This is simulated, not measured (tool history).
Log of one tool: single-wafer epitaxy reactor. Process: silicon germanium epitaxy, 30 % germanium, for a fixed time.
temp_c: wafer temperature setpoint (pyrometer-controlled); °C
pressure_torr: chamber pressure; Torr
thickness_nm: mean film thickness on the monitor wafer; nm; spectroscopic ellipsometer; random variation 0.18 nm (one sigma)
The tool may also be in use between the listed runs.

| run | day | temp_c | pressure_torr | thickness_nm |
|---|---|---|---|---|
| 1 | 0.000 | 590 | 25.7 | 53.531 |
| 2 | 0.362 | 580 | 25.7 | 45.370 |
| 3 | 0.604 | 585 | 26.0 | 49.477 |
| 4 | 0.921 | 593 | 26.0 | 56.414 |
| 5 | 1.258 | 583 | 26.0 | 47.950 |
| 6 | 1.388 | 588 | 26.3 | 52.133 |

Forecast run 7:
| 7 | 1.654 | 591 | 26.5 | ? |

{"run 7": {"thickness_nm": 54.955}}
